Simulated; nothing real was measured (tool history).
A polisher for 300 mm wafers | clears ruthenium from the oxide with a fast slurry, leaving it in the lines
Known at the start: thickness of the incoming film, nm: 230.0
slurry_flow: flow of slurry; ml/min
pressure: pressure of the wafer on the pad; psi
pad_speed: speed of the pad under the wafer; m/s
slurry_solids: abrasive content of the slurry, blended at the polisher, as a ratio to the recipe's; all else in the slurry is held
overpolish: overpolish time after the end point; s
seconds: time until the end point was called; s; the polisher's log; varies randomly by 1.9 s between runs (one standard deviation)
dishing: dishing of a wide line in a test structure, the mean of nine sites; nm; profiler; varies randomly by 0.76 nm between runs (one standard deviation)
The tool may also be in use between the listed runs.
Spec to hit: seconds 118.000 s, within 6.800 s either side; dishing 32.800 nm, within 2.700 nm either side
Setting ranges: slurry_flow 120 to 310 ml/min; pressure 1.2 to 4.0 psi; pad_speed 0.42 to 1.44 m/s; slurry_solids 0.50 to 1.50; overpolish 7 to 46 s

run 1 hour=0.0 | slurry_flow=200 pressure=2.6 pad_speed=0.92 slurry_solids=1.00 overpolish=24 | seconds=71.129 dishing=42.382
run 2 hour=3.1 | slurry_flow=155 pressure=2.6 pad_speed=0.92 slurry_solids=1.00 overpolish=24 | seconds=77.402 dishing=41.691
run 3 hour=10.1 | slurry_flow=155 pressure=2.6 pad_speed=0.92 slurry_solids=0.90 overpolish=24 | seconds=81.146 dishing=40.147
run 4 hour=13.3 | slurry_flow=155 pressure=2.0 pad_speed=0.92 slurry_solids=0.90 overpolish=24 | seconds=98.240 dishing=35.295
run 5 hour=15.8 | slurry_flow=155 pressure=1.9 pad_speed=0.92 slurry_solids=0.90 overpolish=24 | seconds=101.290 dishing=34.249
run 6 hour=23.7 | slurry_flow=155 pressure=1.9 pad_speed=1.12 slurry_solids=0.90 overpolish=24 | seconds=84.216 dishing=38.620
run 7 hour=26.0 | slurry_flow=155 pressure=1.8 pad_speed=1.10 slurry_solids=0.90 overpolish=24 | seconds=88.569 dishing=37.113
run 8 hour=31.6 | slurry_flow=155 pressure=1.7 pad_speed=1.08 slurry_solids=0.90 overpolish=24 | seconds=93.871 dishing=36.332
run 9 hour=33.5 | slurry_flow=155 pressure=1.6 pad_speed=1.08 slurry_solids=0.90 overpolish=24 | seconds=98.872 dishing=34.940
run 10 hour=37.8 | slurry_flow=155 pressure=1.5 pad_speed=1.08 slurry_solids=0.90 overpolish=24 | seconds=105.060 dishing=33.716

4 next moves are on the table. One of them brings every result within its allowed miss. Which?
run A hour=42.1 | slurry_flow=145 pressure=1.4 pad_speed=1.02 slurry_solids=0.90 overpolish=26 | seconds=? dishing=?
run B hour=42.1 | slurry_flow=150 pressure=1.2 pad_speed=0.94 slurry_solids=0.90 overpolish=43 | seconds=? dishing=?
run C hour=42.1 | slurry_flow=225 pressure=1.4 pad_speed=1.22 slurry_solids=0.55 overpolish=33 | seconds=? dishing=?
run D hour=42.1 | slurry_flow=160 pressure=1.6 pad_speed=1.14 slurry_solids=0.85 overpolish=20 | seconds=? dishing=?

move=A seconds=116.850 dishing=32.163
move=B seconds=139.010 dishing=39.667
move=C seconds=120.870 dishing=36.781
move=D seconds=96.559 dishing=30.601
A: every result within its allowed miss
B: the result that was furthest off in the last run now lies on the other side of its target
C: the worst result of the last run now meets its target, but another is out of spec
D: the biggest miss grows against the last run
Correct choice: A, which meets every target
